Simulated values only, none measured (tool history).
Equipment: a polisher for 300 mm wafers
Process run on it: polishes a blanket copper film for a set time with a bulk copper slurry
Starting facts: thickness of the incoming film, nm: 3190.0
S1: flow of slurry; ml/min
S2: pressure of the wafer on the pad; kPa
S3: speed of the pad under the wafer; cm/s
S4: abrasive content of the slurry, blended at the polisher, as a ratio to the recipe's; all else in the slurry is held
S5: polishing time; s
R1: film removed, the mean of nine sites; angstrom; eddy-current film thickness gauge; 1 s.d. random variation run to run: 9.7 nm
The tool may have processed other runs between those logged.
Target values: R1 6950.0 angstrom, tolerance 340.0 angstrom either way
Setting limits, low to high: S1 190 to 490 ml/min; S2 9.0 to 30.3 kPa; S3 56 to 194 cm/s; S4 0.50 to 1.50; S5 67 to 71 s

{"run": 1, "hour": 0.0, "S1": 315, "S2": 19.3, "S3": 124, "S4": 1.0, "S5": 67, "R1": 8532.9}
{"run": 2, "hour": 3.6, "S1": 315, "S2": 19.3, "S3": 112, "S4": 1.0, "S5": 67, "R1": 7796.8}
{"run": 3, "hour": 5.7, "S1": 315, "S2": 19.3, "S3": 132, "S4": 1.0, "S5": 67, "R1": 9246.5}
{"run": 4, "hour": 13.1, "S1": 270, "S2": 19.3, "S3": 132, "S4": 1.0, "S5": 67, "R1": 8816.0}
{"run": 5, "hour": 16.0, "S1": 270, "S2": 19.3, "S3": 132, "S4": 1.0, "S5": 71, "R1": 9363.3}
{"run": 6, "hour": 21.0, "S1": 265, "S2": 18.6, "S3": 132, "S4": 1.0, "S5": 71, "R1": 9122.7}
{"run": 7, "hour": 24.9, "S1": 260, "S2": 17.9, "S3": 132, "S4": 1.0, "S5": 71, "R1": 8666.7}
{"run": 8, "hour": 28.8, "S1": 255, "S2": 17.2, "S3": 132, "S4": 1.0, "S5": 71, "R1": 8476.4}
{"run": 9, "hour": 29.9, "S1": 255, "S2": 16.5, "S3": 132, "S4": 1.0, "S5": 71, "R1": 7957.1}
{"run": 10, "hour": 33.5, "S1": 250, "S2": 16.5, "S3": 132, "S4": 1.0, "S5": 71, "R1": 8026.7}
{"run": 11, "hour": 35.6, "S1": 250, "S2": 15.9, "S3": 132, "S4": 1.0, "S5": 71, "R1": 7909.2}
{"run": 12, "hour": 40.8, "S1": 245, "S2": 15.2, "S3": 132, "S4": 1.0, "S5": 71, "R1": 7445.6}

Below are 5 possible settings for the next run. Only one of them brings all results inside the allowed miss of their targets. Which is it?
{"run": "A", "hour": 46.0, "S1": 190, "S2": 14.5, "S3": 158, "S4": 0.95, "S5": 71, "R1": "?"}
{"run": "B", "hour": 46.0, "S1": 310, "S2": 17.2, "S3": 128, "S4": 0.7, "S5": 70, "R1": "?"}
{"run": "C", "hour": 46.0, "S1": 220, "S2": 16.5, "S3": 112, "S4": 1.15, "S5": 71, "R1": "?"}
{"run": "D", "hour": 46.0, "S1": 245, "S2": 15.9, "S3": 138, "S4": 1.05, "S5": 69, "R1": "?"}
{"run": "E", "hour": 46.0, "S1": 290, "S2": 15.2, "S3": 142, "S4": 0.85, "S5": 71, "R1": "?"}

move=A R1=7871.2
move=B R1=7384.7
move=C R1=6786.0
move=D R1=7688.1
move=E R1=7575.8
A: moves away from the targets compared with the last run
B: closer than the last run, but not yet in spec
C: all results in spec
D: moves away from the targets compared with the last run
E: moves away from the targets compared with the last run
Go with C: it meets all targets.
